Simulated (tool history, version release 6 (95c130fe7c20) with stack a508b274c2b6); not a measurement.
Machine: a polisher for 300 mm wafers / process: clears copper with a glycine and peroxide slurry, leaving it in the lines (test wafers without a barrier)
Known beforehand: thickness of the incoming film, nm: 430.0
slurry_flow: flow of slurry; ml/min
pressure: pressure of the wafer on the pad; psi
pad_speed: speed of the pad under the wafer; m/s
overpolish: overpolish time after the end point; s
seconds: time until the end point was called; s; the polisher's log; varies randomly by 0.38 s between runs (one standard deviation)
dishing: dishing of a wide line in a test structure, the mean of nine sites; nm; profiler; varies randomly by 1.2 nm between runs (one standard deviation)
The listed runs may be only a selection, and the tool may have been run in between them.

run	hour	slurry_flow	pressure	pad_speed	overpolish	seconds	dishing
1	0	170	3.4	1.12	9	54.343	40.939
2	7.9	170	3.6	1.12	9	52.26	41.583
3	14.1	170	3.8	1.12	9	50.311	43.348
4	16.8	170	4	1.14	9	47.009	46.581
5	19.4	170	4.2	1.14	9	43.907	46.938
6	25.2	170	4.3	1.14	9	44.068	49.499
7	28.5	170	4.4	1.14	9	41.964	48.623
8	32.2	170	4.5	1.14	9	41.601	49.876
9	34.4	170	4.5	1.14	9	41.218	48.88
10	35.7	170	4.6	1.14	9	41.295	51.28

Run 11 is up next; what results do you expect?
11	42.9	170	4.7	1.14	9	?	?

seconds: 40.511 s
dishing: 51.889 nm
